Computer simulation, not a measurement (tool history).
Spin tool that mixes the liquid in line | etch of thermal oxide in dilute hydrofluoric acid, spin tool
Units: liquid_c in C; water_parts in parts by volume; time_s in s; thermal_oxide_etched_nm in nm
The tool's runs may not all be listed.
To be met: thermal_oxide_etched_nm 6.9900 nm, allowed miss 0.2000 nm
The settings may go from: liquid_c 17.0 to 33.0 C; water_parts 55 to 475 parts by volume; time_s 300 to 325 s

Run 1, hour 0.0: liquid_c 25.0 C, water_parts 265 parts by volume, time_s 300 s. Result: thermal_oxide_etched_nm 4.7124 nm.
Run 2, hour 4.5: liquid_c 26.5 C, water_parts 260 parts by volume, time_s 300 s. Result: thermal_oxide_etched_nm 5.1659 nm.
Run 3, hour 6.3: liquid_c 23.5 C, water_parts 260 parts by volume, time_s 300 s. Result: thermal_oxide_etched_nm 4.6061 nm.
Run 4, hour 7.6: liquid_c 23.5 C, water_parts 260 parts by volume, time_s 300 s. Result: thermal_oxide_etched_nm 4.6028 nm.
Run 5, hour 12.7: liquid_c 23.5 C, water_parts 260 parts by volume, time_s 325 s. Result: thermal_oxide_etched_nm 5.0281 nm.
Run 6, hour 15.9: liquid_c 23.5 C, water_parts 260 parts by volume, time_s 300 s. Result: thermal_oxide_etched_nm 4.5799 nm.
Run 7, hour 24.8: liquid_c 27.5 C, water_parts 230 parts by volume, time_s 300 s. Result: thermal_oxide_etched_nm 6.2206 nm.
Run 8, hour 33.0: liquid_c 28.0 C, water_parts 230 parts by volume, time_s 300 s. Result: thermal_oxide_etched_nm 6.2710 nm.
Run 9, hour 35.4: liquid_c 28.5 C, water_parts 230 parts by volume, time_s 300 s. Result: thermal_oxide_etched_nm 6.3968 nm.
Run 10, hour 37.5: liquid_c 29.0 C, water_parts 230 parts by volume, time_s 300 s. Result: thermal_oxide_etched_nm 6.5133 nm.
Run 11, hour 42.6: liquid_c 29.5 C, water_parts 230 parts by volume, time_s 300 s. Result: thermal_oxide_etched_nm 6.6414 nm.
Run 12, hour 44.0: liquid_c 30.0 C, water_parts 230 parts by volume, time_s 300 s. Result: thermal_oxide_etched_nm 6.6880 nm.

Which of these 4 next moves meets every target?
Run A, hour 45.4: liquid_c 29.0 C, water_parts 235 parts by volume, time_s 300 s. Result: thermal_oxide_etched_nm ?.
Run B, hour 45.4: liquid_c 25.5 C, water_parts 210 parts by volume, time_s 305 s. Result: thermal_oxide_etched_nm ?.
Run C, hour 45.4: liquid_c 29.5 C, water_parts 220 parts by volume, time_s 300 s. Result: thermal_oxide_etched_nm ?.
Run D, hour 45.4: liquid_c 30.5 C, water_parts 245 parts by volume, time_s 300 s. Result: thermal_oxide_etched_nm ?.

move  thermal_oxide_etched_nm
   A                   6.3641
   B                   6.5865
   C                   7.0375
   D                   6.3461
A: further off than the last run
B: further off than the last run
C: meets every target
D: further off than the last run
Move C is the one to make.
